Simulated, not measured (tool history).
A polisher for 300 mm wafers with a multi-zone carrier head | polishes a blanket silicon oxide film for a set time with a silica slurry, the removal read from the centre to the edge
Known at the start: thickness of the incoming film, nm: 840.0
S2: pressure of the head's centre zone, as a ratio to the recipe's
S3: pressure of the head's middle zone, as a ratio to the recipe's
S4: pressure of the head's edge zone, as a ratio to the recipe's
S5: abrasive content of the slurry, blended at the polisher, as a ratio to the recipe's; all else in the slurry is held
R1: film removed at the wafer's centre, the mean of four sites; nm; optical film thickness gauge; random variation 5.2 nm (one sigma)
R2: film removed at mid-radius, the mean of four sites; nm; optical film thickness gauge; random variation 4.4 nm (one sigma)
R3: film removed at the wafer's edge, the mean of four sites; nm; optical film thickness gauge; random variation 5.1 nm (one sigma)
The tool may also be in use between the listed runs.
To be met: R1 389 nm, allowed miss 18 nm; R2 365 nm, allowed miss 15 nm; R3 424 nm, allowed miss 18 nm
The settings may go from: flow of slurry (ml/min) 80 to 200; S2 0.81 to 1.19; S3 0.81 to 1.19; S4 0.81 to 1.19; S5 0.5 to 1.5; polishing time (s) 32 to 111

Run 1, hour 0: flow of slurry (ml/min) 130, S2 1, S3 1, S4 1, S5 1, polishing time (s) 71. Result: R1 332.09 nm, R2 331.47 nm, R3 328.61 nm.
Run 2, hour 2.5: flow of slurry (ml/min) 130, S2 1, S3 0.93, S4 1, S5 1, polishing time (s) 71. Result: R1 332.73 nm, R2 318.46 nm, R3 324.54 nm.
Run 3, hour 7.1: flow of slurry (ml/min) 130, S2 1, S3 0.93, S4 0.94, S5 1, polishing time (s) 71. Result: R1 324.79 nm, R2 317.92 nm, R3 324.39 nm.
Run 4, hour 8.8: flow of slurry (ml/min) 105, S2 1, S3 0.93, S4 0.94, S5 1, polishing time (s) 71. Result: R1 314.47 nm, R2 304.55 nm, R3 308.28 nm.
Run 5, hour 16.2: flow of slurry (ml/min) 125, S2 0.98, S3 0.89, S4 0.99, S5 1.1, polishing time (s) 71. Result: R1 326.9 nm, R2 312.41 nm, R3 332.76 nm.
Run 6, hour 23.5: flow of slurry (ml/min) 125, S2 0.98, S3 0.81, S4 0.99, S5 1.1, polishing time (s) 71. Result: R1 334.01 nm, R2 292.52 nm, R3 341.3 nm.
Run 7, hour 25.9: flow of slurry (ml/min) 135, S2 0.97, S3 0.82, S4 1.01, S5 1.2, polishing time (s) 71. Result: R1 346.1 nm, R2 309.24 nm, R3 342.95 nm.
Run 8, hour 29: flow of slurry (ml/min) 100, S2 0.92, S3 0.81, S4 1.07, S5 1.45, polishing time (s) 85. Result: R1 392.71 nm, R2 367.98 nm, R3 451.16 nm.

Which of these 5 next moves meets every target?
Run A, hour 32.1: flow of slurry (ml/min) 90, S2 1.07, S3 0.81, S4 1.09, S5 1.5, polishing time (s) 80. Result: R1 ?, R2 ?, R3 ?.
Run B, hour 32.1: flow of slurry (ml/min) 95, S2 1, S3 0.81, S4 1.11, S5 1.5, polishing time (s) 85. Result: R1 ?, R2 ?, R3 ?.
Run C, hour 32.1: flow of slurry (ml/min) 120, S2 0.98, S3 0.86, S4 1.02, S5 1.5, polishing time (s) 86. Result: R1 ?, R2 ?, R3 ?.
Run D, hour 32.1: flow of slurry (ml/min) 135, S2 1.05, S3 0.91, S4 1.01, S5 1.45, polishing time (s) 80. Result: R1 ?, R2 ?, R3 ?.
Run E, hour 32.1: flow of slurry (ml/min) 115, S2 0.95, S3 0.84, S4 1.07, S5 1.35, polishing time (s) 82. Result: R1 ?, R2 ?, R3 ?.

move      R1      R2      R3
   A  418.61  338.48   422.7
   B  421.09  363.92  456.68
   C  440.48  405.15  457.75
   D  445.21  398.85  425.26
   E  389.58  363.15  429.06
A: brings the result that was furthest off to its target, and leaves another outside
B: further off than the last run
C: further off than the last run
D: brings the result that was furthest off to its target, and leaves another outside
E: meets every target
Move E is the one to make.

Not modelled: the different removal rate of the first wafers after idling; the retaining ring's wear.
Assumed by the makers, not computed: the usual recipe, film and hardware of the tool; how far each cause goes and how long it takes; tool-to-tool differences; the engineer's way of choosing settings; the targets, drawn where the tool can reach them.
